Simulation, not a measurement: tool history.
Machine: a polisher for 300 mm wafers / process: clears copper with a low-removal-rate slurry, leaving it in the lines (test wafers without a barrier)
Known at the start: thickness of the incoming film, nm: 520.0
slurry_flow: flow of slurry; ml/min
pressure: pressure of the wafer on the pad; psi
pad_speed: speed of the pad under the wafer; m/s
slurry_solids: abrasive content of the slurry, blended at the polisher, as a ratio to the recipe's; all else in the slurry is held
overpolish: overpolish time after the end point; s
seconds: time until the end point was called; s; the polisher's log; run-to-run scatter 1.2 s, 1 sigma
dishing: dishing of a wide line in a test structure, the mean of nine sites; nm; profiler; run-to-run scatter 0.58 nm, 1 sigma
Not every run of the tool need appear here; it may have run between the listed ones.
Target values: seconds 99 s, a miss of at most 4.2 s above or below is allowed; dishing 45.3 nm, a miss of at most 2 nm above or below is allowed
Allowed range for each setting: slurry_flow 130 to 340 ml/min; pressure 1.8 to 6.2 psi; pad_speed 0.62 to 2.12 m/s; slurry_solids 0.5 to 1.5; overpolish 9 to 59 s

run  hour  slurry_flow  pressure  pad_speed  slurry_solids  overpolish  seconds  dishing
  1     0          220         4       1.36              1          30   94.114   79.314
  2   2.1          220       3.7       1.42              1          23   98.294   63.742
  3   7.9          220       3.6       1.44              1          19   97.804   53.399
  4   9.2          220       3.5       1.46              1          18   100.39   51.108
  5  12.8          220       3.5        1.7              1          18   87.475    54.36
  6  18.7          220       3.5       1.86              1          18   79.993   60.046
  7  23.2          220       3.2       1.86              1          17    86.56   52.729
  8  24.9          220         3       1.86              1          17   93.606   49.479
  9  31.7          220       2.9       1.86              1          17   97.312   49.595

Below are 4 possible settings for the next run. Only one of them brings all results inside the allowed miss of their targets. Which is it?
  A  38.5          225       3.3       1.42            0.9          20        ?        ?
  B  38.5          235       2.7       1.74           1.05          15        ?        ?
  C  38.5          150       3.3       1.74           0.95          15        ?        ?
  D  38.5          245       2.6       1.76           1.05          18        ?        ?

move  seconds  dishing
   A   111.92   50.385
   B   108.28   40.563
   C   98.472    44.48
   D   110.55   45.864
A: its largest miss is bigger than the last run's
B: the result that was furthest off in the last run now lies on the other side of its target
C: all results land within tolerance of their targets
D: brings the last run's worst result on target, with another outside its allowed miss
So the answer is move C, the one that meets all the targets.

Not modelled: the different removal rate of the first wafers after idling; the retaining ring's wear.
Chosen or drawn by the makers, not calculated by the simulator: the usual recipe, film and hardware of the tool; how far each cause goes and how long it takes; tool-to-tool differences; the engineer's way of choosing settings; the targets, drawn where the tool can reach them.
